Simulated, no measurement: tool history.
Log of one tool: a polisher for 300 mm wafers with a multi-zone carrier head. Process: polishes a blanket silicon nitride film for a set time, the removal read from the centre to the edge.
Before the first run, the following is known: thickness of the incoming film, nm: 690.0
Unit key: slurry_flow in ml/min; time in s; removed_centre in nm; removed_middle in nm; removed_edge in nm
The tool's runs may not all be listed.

run,day,slurry_flow,centre_zone,middle_zone,edge_zone,time,removed_centre,removed_middle,removed_edge
1,0.000,240,1.00,1.00,1.00,73,139.11,134.50,135.20
2,0.225,230,0.97,0.96,0.95,72,131.44,127.48,128.58
3,0.279,230,0.97,1.01,0.95,72,130.01,135.18,128.72
4,0.646,230,0.97,1.01,1.02,72,132.11,132.52,132.05
5,0.742,215,0.96,0.97,0.99,71,126.67,126.77,131.77
6,1.025,225,0.96,0.94,0.96,69,124.56,120.47,126.52
7,1.275,225,0.96,0.94,0.96,69,125.11,120.52,123.70

What does the tool deliver on the next run?
8,1.458,225,0.96,0.94,0.96,69,?,?,?

Run 8 produced removed_centre 124.15 nm, removed_middle 120.18 nm, removed_edge 125.04 nm.
